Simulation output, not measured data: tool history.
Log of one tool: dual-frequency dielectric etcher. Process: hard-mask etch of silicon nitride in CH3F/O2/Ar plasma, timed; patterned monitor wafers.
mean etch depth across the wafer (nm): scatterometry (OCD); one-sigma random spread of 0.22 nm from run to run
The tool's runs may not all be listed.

run	hour	source power (kW)	bias power (kW)	etch time (s)	mean etch depth across the wafer (nm)
1	0.0	0.310	0.063	125.5	76.062
2	4.4	0.320	0.063	125.5	76.894
3	12.3	0.320	0.063	116.5	71.460
4	15.6	0.320	0.053	116.5	69.229
5	21.2	0.350	0.053	116.5	71.642
6	24.4	0.350	0.046	116.5	69.985
7	28.3	0.370	0.047	116.5	71.774

Forecast run 8:
8	30.7	0.390	0.048	116.5	?

Run 8 came out at mean etch depth across the wafer (nm) 73.987.
